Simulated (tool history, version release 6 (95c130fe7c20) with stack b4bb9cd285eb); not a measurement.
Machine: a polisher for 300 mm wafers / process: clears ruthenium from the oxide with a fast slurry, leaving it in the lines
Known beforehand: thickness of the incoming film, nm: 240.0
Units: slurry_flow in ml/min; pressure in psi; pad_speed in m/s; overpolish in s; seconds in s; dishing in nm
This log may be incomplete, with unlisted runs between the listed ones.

run,hour,slurry_flow,pressure,pad_speed,slurry_solids,overpolish,seconds,dishing
1,0,210,2.5,0.92,1,10,67.656,28.752
2,5.3,210,2.3,0.92,1,10,72.001,26.899
3,13.3,210,2.3,1.06,1,10,67.199,29.395
4,16.6,210,2.1,1.04,1,10,73.867,26.311
5,22.2,170,2.1,1.04,1,10,75.134,25.292
6,25.2,170,2.1,1.04,1.15,10,69.7,27.542
7,29.8,170,1.9,1.04,1.15,10,76.211,25.369
8,32.8,170,1.8,1.04,1.15,10,80.094,24.732

The next listed run, before its measurement:
9,41,170,1.7,1.02,1.15,10,?,?

{"run 9": {"seconds": 86.574, "dishing": 22.605}}
